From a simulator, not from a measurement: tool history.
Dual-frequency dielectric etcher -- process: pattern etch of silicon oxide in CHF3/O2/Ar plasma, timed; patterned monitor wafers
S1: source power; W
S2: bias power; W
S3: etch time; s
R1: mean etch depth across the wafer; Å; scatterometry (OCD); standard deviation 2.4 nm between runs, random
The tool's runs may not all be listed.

run    day   S1   S2     S3       R1
  1  0.000  620  139  670.5  12160.0
  2  0.362  550  139  670.5  11349.0
  3  0.417  540  139  670.5  11276.0
  4  0.575  440  139  670.5  10024.0
  5  0.771  440  124  670.5   9680.3
  6  0.875  440  124  701.5  10121.0
  7  1.217  450  124  701.5  10215.0
  8  1.496  530  127  701.5  11320.0
  9  1.762  520  127  701.5  11240.0
 10  1.988  510  127  701.5  11109.0

The next listed run, before its measurement:
 11  2.179  500  127  701.5   ?

{"run 11": {"R1": 10969.0}}
